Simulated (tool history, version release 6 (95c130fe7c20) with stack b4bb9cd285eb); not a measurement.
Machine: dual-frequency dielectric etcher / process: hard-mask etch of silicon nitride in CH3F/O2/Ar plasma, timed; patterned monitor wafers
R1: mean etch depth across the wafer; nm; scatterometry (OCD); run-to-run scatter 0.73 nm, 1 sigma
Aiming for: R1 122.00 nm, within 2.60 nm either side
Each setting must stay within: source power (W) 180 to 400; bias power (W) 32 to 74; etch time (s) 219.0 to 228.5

{"run": 1, "day": 0.0, "source power (W)": 290, "bias power (W)": 53, "etch time (s)": 219.0, "R1": 134.47}
{"run": 2, "day": 0.1, "source power (W)": 270, "bias power (W)": 53, "etch time (s)": 219.0, "R1": 134.0}
{"run": 3, "day": 0.433, "source power (W)": 270, "bias power (W)": 57, "etch time (s)": 219.0, "R1": 138.24}
{"run": 4, "day": 0.55, "source power (W)": 270, "bias power (W)": 57, "etch time (s)": 228.5, "R1": 140.6}
{"run": 5, "day": 0.742, "source power (W)": 270, "bias power (W)": 57, "etch time (s)": 228.5, "R1": 142.58}
{"run": 6, "day": 0.871, "source power (W)": 270, "bias power (W)": 57, "etch time (s)": 228.5, "R1": 141.59}
{"run": 7, "day": 0.912, "source power (W)": 260, "bias power (W)": 54, "etch time (s)": 227.0, "R1": 137.39}
{"run": 8, "day": 0.942, "source power (W)": 250, "bias power (W)": 52, "etch time (s)": 226.5, "R1": 136.15}
{"run": 9, "day": 1.083, "source power (W)": 240, "bias power (W)": 49, "etch time (s)": 225.0, "R1": 131.16}

4 candidate next runs follow, results not yet known. Just one meets every target within its allowed miss. Identify it.
{"run": "A", "day": 1.225, "source power (W)": 180, "bias power (W)": 35, "etch time (s)": 227.5, "R1": "?"}
{"run": "B", "day": 1.225, "source power (W)": 260, "bias power (W)": 52, "etch time (s)": 226.5, "R1": "?"}
{"run": "C", "day": 1.225, "source power (W)": 220, "bias power (W)": 43, "etch time (s)": 222.5, "R1": "?"}
{"run": "D", "day": 1.225, "source power (W)": 230, "bias power (W)": 56, "etch time (s)": 220.5, "R1": "?"}

move=A R1=114.59
move=B R1=136.12
move=C R1=122.69
move=D R1=131.84
A: carries the result that was furthest off beyond its target, to the other side
B: its largest miss is bigger than the last run's
C: meets every target
D: its largest miss is bigger than the last run's
Correct choice: C, which meets every target
